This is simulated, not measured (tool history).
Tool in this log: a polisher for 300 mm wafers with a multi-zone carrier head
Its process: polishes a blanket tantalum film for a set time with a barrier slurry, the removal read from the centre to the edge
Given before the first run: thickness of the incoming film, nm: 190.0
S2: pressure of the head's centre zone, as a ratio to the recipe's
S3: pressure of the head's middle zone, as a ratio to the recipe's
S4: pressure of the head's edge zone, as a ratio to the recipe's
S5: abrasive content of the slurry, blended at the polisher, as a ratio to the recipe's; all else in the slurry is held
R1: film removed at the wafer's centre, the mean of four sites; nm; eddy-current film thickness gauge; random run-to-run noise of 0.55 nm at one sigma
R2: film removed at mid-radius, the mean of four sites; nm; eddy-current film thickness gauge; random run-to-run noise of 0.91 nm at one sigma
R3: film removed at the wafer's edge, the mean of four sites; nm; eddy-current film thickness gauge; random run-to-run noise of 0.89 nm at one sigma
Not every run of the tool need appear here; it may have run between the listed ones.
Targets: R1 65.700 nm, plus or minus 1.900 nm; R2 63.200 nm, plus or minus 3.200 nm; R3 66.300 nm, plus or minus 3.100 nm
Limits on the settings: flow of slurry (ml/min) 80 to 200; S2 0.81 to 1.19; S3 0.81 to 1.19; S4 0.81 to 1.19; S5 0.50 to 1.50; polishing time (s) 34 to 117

{"run": 1, "hour": 0.0, "flow of slurry (ml/min)": 130, "S2": 1.0, "S3": 1.0, "S4": 1.0, "S5": 1.0, "polishing time (s)": 75, "R1": 54.986, "R2": 54.989, "R3": 55.703}
{"run": 2, "hour": 3.1, "flow of slurry (ml/min)": 130, "S2": 1.0, "S3": 1.0, "S4": 1.0, "S5": 0.85, "polishing time (s)": 75, "R1": 53.469, "R2": 53.524, "R3": 53.452}
{"run": 3, "hour": 10.3, "flow of slurry (ml/min)": 130, "S2": 1.0, "S3": 1.0, "S4": 1.04, "S5": 0.85, "polishing time (s)": 75, "R1": 52.85, "R2": 53.187, "R3": 53.956}
{"run": 4, "hour": 16.7, "flow of slurry (ml/min)": 110, "S2": 1.0, "S3": 1.0, "S4": 1.04, "S5": 0.85, "polishing time (s)": 75, "R1": 51.036, "R2": 51.008, "R3": 53.366}
{"run": 5, "hour": 17.7, "flow of slurry (ml/min)": 115, "S2": 1.01, "S3": 1.0, "S4": 1.05, "S5": 0.9, "polishing time (s)": 75, "R1": 53.194, "R2": 53.022, "R3": 54.924}
{"run": 6, "hour": 22.4, "flow of slurry (ml/min)": 115, "S2": 1.01, "S3": 1.0, "S4": 1.05, "S5": 0.9, "polishing time (s)": 85, "R1": 60.22, "R2": 58.69, "R3": 63.115}
{"run": 7, "hour": 28.6, "flow of slurry (ml/min)": 120, "S2": 1.01, "S3": 1.0, "S4": 1.05, "S5": 0.9, "polishing time (s)": 85, "R1": 60.7, "R2": 59.86, "R3": 62.991}
{"run": 8, "hour": 36.3, "flow of slurry (ml/min)": 125, "S2": 1.01, "S3": 1.0, "S4": 1.05, "S5": 0.9, "polishing time (s)": 85, "R1": 60.732, "R2": 60.327, "R3": 61.876}

Consider the 5 candidate settings below. Which is the only one whose results all fall within their allowed miss of target?
{"run": "A", "hour": 44.0, "flow of slurry (ml/min)": 100, "S2": 0.86, "S3": 1.08, "S4": 1.11, "S5": 0.85, "polishing time (s)": 92, "R1": "?", "R2": "?", "R3": "?"}
{"run": "B", "hour": 44.0, "flow of slurry (ml/min)": 95, "S2": 1.03, "S3": 0.98, "S4": 1.02, "S5": 0.85, "polishing time (s)": 95, "R1": "?", "R2": "?", "R3": "?"}
{"run": "C", "hour": 44.0, "flow of slurry (ml/min)": 135, "S2": 1.12, "S3": 0.95, "S4": 0.93, "S5": 0.95, "polishing time (s)": 88, "R1": "?", "R2": "?", "R3": "?"}
{"run": "D", "hour": 44.0, "flow of slurry (ml/min)": 200, "S2": 1.1, "S3": 1.06, "S4": 0.93, "S5": 0.85, "polishing time (s)": 82, "R1": "?", "R2": "?", "R3": "?"}
{"run": "E", "hour": 44.0, "flow of slurry (ml/min)": 80, "S2": 0.91, "S3": 0.87, "S4": 1.08, "S5": 0.8, "polishing time (s)": 97, "R1": "?", "R2": "?", "R3": "?"}

move=A R1=55.152 R2=66.270 R3=67.708
move=B R1=65.845 R2=63.252 R3=66.841
move=C R1=71.239 R2=61.804 R3=63.103
move=D R1=67.074 R2=63.571 R3=59.041
move=E R1=57.872 R2=57.055 R3=68.020
A: lands further from the targets than the last run did
B: every result lands within tolerance
C: takes the biggest miss from the last run beyond its target
D: gets the furthest-off result to its target, but another result is out of tolerance
E: lands further from the targets than the last run did
The right move is B.
